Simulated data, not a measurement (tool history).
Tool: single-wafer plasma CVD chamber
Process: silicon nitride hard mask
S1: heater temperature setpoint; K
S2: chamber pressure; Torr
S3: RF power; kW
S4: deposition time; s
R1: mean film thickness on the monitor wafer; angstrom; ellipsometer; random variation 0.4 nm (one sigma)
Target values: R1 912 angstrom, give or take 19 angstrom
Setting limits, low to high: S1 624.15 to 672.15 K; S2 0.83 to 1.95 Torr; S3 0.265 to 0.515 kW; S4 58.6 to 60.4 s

run,hour,S1,S2,S3,S4,R1
1,0,648.15,1.39,0.39,58.6,778.2
2,4.9,648.15,1.49,0.4,58.7,810.94
3,12.7,648.15,1.49,0.4,58.6,816.19
4,13.3,648.15,1.57,0.405,58.6,835.96
5,20.8,648.15,1.63,0.41,58.6,852.2
6,28.5,648.15,1.68,0.41,58.6,863.98
7,32.1,648.15,1.72,0.41,58.6,872.45
8,33,648.15,1.72,0.41,58.6,861.38
9,36.8,648.15,1.75,0.415,58.6,871.77
10,41,648.15,1.78,0.42,58.6,885.93
11,48.9,648.15,1.8,0.42,58.6,892.62

5 next moves are on the table. One of them brings every result within its allowed miss. Which?
A,56.8,652.15,1.79,0.44,60.4,?
B,56.8,648.15,1.85,0.445,60.3,?
C,56.8,648.15,1.73,0.395,59,?
D,56.8,651.15,1.84,0.455,60.4,?
E,56.8,647.15,1.82,0.42,59.9,?

move,R1
A,940.05
B,955.78
C,858.24
D,966.13
E,916.23
A: carries the result that was furthest off beyond its target, to the other side
B: carries the result that was furthest off beyond its target, to the other side
C: lands further from the targets than the last run did
D: carries the result that was furthest off beyond its target, to the other side
E: each result inside its tolerance
Go with E: it meets all targets.
